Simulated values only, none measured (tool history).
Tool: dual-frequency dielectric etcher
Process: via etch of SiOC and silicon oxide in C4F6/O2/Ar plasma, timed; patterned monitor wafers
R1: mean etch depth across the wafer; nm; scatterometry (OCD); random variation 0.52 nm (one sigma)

{"run": 1, "hour": 0.0, "source power (kW)": 0.46, "bias power (kW)": 0.174, "etch time (s)": 85, "R1": 105.42}
{"run": 2, "hour": 1.1, "source power (kW)": 0.42, "bias power (kW)": 0.171, "etch time (s)": 85, "R1": 100.73}
{"run": 3, "hour": 7.4, "source power (kW)": 0.42, "bias power (kW)": 0.171, "etch time (s)": 89, "R1": 105.83}
{"run": 4, "hour": 10.4, "source power (kW)": 0.38, "bias power (kW)": 0.169, "etch time (s)": 89, "R1": 100.57}
{"run": 5, "hour": 17.9, "source power (kW)": 0.34, "bias power (kW)": 0.169, "etch time (s)": 89, "R1": 96.073}
{"run": 6, "hour": 22.9, "source power (kW)": 0.34, "bias power (kW)": 0.184, "etch time (s)": 89, "R1": 99.842}

The next listed run, before its measurement:
{"run": 7, "hour": 30.5, "source power (kW)": 0.32, "bias power (kW)": 0.183, "etch time (s)": 89, "R1": "?"}

R1: 97.115 nm
